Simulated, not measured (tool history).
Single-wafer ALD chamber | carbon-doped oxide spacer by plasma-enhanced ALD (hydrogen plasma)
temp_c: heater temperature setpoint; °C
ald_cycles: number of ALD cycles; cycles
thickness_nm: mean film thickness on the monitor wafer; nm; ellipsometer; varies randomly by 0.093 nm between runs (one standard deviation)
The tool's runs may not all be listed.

run,hour,temp_c,ald_cycles,thickness_nm
1,0.0,420,400,20.311
2,6.2,415,400,20.700
3,13.5,415,357,18.328
4,23.0,409,357,18.799
5,29.9,403,357,19.083
6,37.5,403,312,16.732
7,45.9,401,351,18.953

For run 8, what comes out?
8,50.7,400,377,?

{"run 8": {"thickness_nm": 20.307}}
